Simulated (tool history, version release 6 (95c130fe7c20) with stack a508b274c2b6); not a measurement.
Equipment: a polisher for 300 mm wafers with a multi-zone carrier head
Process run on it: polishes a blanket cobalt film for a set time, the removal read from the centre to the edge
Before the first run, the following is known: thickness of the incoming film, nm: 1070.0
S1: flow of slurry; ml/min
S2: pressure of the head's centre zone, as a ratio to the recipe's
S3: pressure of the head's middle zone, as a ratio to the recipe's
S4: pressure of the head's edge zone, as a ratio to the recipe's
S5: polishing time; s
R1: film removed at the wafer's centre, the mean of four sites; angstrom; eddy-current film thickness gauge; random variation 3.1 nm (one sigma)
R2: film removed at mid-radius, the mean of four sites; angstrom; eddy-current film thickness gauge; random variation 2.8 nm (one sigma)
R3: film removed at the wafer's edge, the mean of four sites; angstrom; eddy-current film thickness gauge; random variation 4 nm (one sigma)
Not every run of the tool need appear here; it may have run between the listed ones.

run 1 hour=0.0 | S1=155 S2=1.00 S3=1.00 S4=1.00 S5=62 | R1=2700.5 R2=2671.8 R3=2682.9
run 2 hour=4.1 | S1=155 S2=0.93 S3=1.00 S4=1.00 S5=62 | R1=2465.6 R2=2632.2 R3=2716.8
run 3 hour=10.9 | S1=155 S2=0.93 S3=1.00 S4=0.94 S5=62 | R1=2415.2 R2=2612.7 R3=2542.3
run 4 hour=18.2 | S1=155 S2=0.93 S3=1.00 S4=0.94 S5=69 | R1=2716.9 R2=2930.7 R3=2880.2
run 5 hour=25.7 | S1=155 S2=0.93 S3=1.00 S4=0.94 S5=54 | R1=2133.4 R2=2288.6 R3=2262.7
run 6 hour=27.9 | S1=160 S2=0.93 S3=1.01 S4=0.98 S5=56 | R1=2206.5 R2=2397.7 R3=2396.8
run 7 hour=29.4 | S1=160 S2=0.93 S3=1.02 S4=1.01 S5=58 | R1=2298.2 R2=2482.1 R3=2542.2

Forecast run 8:
run 8 hour=37.3 | S1=165 S2=0.93 S3=1.03 S4=1.03 S5=59 | R1=? R2=? R3=?

Run 8 measured R1 2406.2 angstrom, R2 2575.4 angstrom, R3 2550.3 angstrom.
